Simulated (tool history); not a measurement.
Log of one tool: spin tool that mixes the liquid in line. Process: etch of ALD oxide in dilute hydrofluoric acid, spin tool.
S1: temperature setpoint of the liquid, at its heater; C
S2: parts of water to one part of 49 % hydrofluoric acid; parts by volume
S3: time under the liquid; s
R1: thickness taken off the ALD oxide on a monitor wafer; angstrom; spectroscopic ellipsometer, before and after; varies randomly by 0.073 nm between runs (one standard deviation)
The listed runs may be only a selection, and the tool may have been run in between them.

run 1 hour=0.0 | S1=21.0 S2=220 S3=45 | R1=33.595
run 2 hour=1.4 | S1=23.0 S2=185 S3=45 | R1=43.840
run 3 hour=9.0 | S1=24.5 S2=160 S3=45 | R1=56.171
run 4 hour=14.4 | S1=26.0 S2=160 S3=45 | R1=59.298
run 5 hour=21.0 | S1=27.0 S2=150 S3=45 | R1=65.864
run 6 hour=22.5 | S1=27.5 S2=145 S3=45 | R1=70.438

Run 7 comes next. What will it give?
run 7 hour=27.8 | S1=28.0 S2=140 S3=45 | R1=?

Run 7 yielded R1 74.275 angstrom.
